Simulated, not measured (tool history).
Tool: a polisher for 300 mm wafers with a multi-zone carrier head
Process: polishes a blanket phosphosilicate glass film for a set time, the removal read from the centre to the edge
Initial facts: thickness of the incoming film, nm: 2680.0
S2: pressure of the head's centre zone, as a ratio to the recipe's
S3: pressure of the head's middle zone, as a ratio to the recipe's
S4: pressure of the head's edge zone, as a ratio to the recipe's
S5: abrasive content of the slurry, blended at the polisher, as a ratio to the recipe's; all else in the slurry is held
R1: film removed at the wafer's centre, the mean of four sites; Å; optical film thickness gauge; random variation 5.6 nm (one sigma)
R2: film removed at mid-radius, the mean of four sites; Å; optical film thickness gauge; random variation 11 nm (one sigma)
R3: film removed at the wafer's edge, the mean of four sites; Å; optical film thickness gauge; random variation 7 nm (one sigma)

Run 1, day 0.000: flow of slurry (ml/min) 290, S2 1.00, S3 1.00, S4 1.00, S5 1.00, polishing time (s) 57. Result: R1 5844.4 Å, R2 5768.0 Å, R3 5876.6 Å.
Run 2, day 0.038: flow of slurry (ml/min) 290, S2 1.00, S3 1.00, S4 1.00, S5 1.00, polishing time (s) 65. Result: R1 6646.9 Å, R2 6814.0 Å, R3 6770.2 Å.
Run 3, day 0.171: flow of slurry (ml/min) 290, S2 0.94, S3 1.00, S4 1.00, S5 1.00, polishing time (s) 65. Result: R1 6248.1 Å, R2 6427.1 Å, R3 6700.1 Å.
Run 4, day 0.333: flow of slurry (ml/min) 290, S2 0.94, S3 1.00, S4 1.00, S5 1.10, polishing time (s) 65. Result: R1 6555.8 Å, R2 6971.8 Å, R3 7097.3 Å.
Run 5, day 0.358: flow of slurry (ml/min) 290, S2 0.94, S3 0.96, S4 1.00, S5 1.10, polishing time (s) 65. Result: R1 6544.2 Å, R2 6872.4 Å, R3 7093.3 Å.
Run 6, day 0.458: flow of slurry (ml/min) 290, S2 0.94, S3 0.96, S4 1.00, S5 0.90, polishing time (s) 65. Result: R1 5902.5 Å, R2 6037.4 Å, R3 6387.8 Å.
Run 7, day 0.562: flow of slurry (ml/min) 305, S2 1.03, S3 0.99, S4 1.10, S5 1.15, polishing time (s) 66. Result: R1 7398.5 Å, R2 7021.9 Å, R3 7605.3 Å.
Run 8, day 0.862: flow of slurry (ml/min) 305, S2 1.03, S3 1.00, S4 1.11, S5 1.15, polishing time (s) 66. Result: R1 7399.0 Å, R2 7172.1 Å, R3 7806.0 Å.

Run 9 comes next. What will it give?
Run 9, day 1.117: flow of slurry (ml/min) 305, S2 1.03, S3 1.01, S4 1.12, S5 1.15, polishing time (s) 66. Result: R1 ?, R2 ?, R3 ?.

{"run 9": {"R1": 7525.1, "R2": 7151.2, "R3": 7755.7}}
